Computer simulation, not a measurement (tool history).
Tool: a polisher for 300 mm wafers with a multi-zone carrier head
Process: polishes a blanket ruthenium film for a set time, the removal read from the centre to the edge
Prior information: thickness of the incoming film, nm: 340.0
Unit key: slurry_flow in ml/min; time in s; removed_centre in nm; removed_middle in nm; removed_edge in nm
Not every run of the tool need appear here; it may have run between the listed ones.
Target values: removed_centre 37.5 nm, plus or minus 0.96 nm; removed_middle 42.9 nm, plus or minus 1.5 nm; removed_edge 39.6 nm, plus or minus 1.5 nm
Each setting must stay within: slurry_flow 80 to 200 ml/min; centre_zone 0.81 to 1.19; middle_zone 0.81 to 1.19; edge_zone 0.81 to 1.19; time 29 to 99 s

run	hour	slurry_flow	centre_zone	middle_zone	edge_zone	time	removed_centre	removed_middle	removed_edge
1	0	130	1	1	1	64	47.855	49.183	49.911
2	2.2	130	1	1	1	73	54.775	56.395	56.117
3	8.4	130	0.99	1	0.98	71	52.649	53.313	54.128
4	14.5	130	0.98	1.02	0.96	69	50.772	53.793	52.968
5	16.3	115	0.98	1.02	0.96	69	48.708	52.07	50.849
6	20.2	115	0.98	0.96	0.96	69	49.593	49.617	49.951
7	22.4	110	0.97	0.96	0.94	68	47.519	48.877	48.342
8	25.3	100	0.89	0.95	0.84	58	35.301	39.731	39.186
9	32.1	130	0.91	1	0.82	57	39.168	43	39.836

Consider the 5 candidate settings below. Which is the only one whose results all fall within their allowed miss of target?
A	38.9	130	0.94	0.94	0.81	56	?	?	?
B	38.9	90	0.98	0.95	0.85	63	?	?	?
C	38.9	125	0.89	0.99	0.83	57	?	?	?
D	38.9	130	0.92	0.99	0.81	57	?	?	?
E	38.9	115	0.89	0.94	0.92	59	?	?	?

move	removed_centre	removed_middle	removed_edge
A	39.465	40.792	38.761
B	40.795	41.451	41.314
C	37.615	42.961	39.581
D	39.322	43.371	39.427
E	37.958	41.644	42.3
A: its largest miss is bigger than the last run's
B: its largest miss is bigger than the last run's
C: every result lands within tolerance
D: its largest miss is bigger than the last run's
E: puts the biggest miss on target and leaves a different result outside tolerance
Answer: C
